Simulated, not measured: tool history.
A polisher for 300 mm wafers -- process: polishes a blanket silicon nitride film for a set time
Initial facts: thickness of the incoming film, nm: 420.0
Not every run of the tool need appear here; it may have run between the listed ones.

| run | hour | flow of slurry (ml/min) | pressure of the wafer on the pad (psi) | speed of the pad under the wafer (m/s) | polishing time (s) | film removed (angstrom) |
|---|---|---|---|---|---|---|
| 1 | 0.0 | 185 | 4.0 | 1.1 | 40 | 974.84 |
| 2 | 4.1 | 185 | 4.0 | 1.1 | 36 | 868.55 |
| 3 | 11.6 | 180 | 3.7 | 1.1 | 36 | 814.81 |
| 4 | 18.6 | 175 | 3.4 | 1.1 | 36 | 742.63 |
| 5 | 21.7 | 170 | 3.2 | 1.1 | 36 | 689.21 |
| 6 | 23.2 | 165 | 3.1 | 1.1 | 36 | 677.91 |
| 7 | 24.4 | 155 | 2.0 | 1.1 | 36 | 441.64 |
| 8 | 29.0 | 165 | 2.1 | 1.1 | 36 | 462.34 |
| 9 | 32.8 | 165 | 2.2 | 1.1 | 36 | 490.79 |
| 10 | 33.5 | 175 | 2.2 | 1.1 | 36 | 488.01 |
| 11 | 35.0 | 180 | 2.2 | 1.1 | 36 | 497.44 |
| 12 | 38.7 | 185 | 2.2 | 1.1 | 36 | 495.13 |
| 13 | 39.8 | 195 | 2.2 | 1.1 | 36 | 495.13 |
| 14 | 45.6 | 200 | 2.2 | 1.1 | 36 | 502.64 |

Run 15 has not been measured yet. What should we expect?
| 15 | 46.9 | 205 | 2.2 | 1.1 | 36 | ? |

Run 15 yielded film removed (angstrom) 497.74.
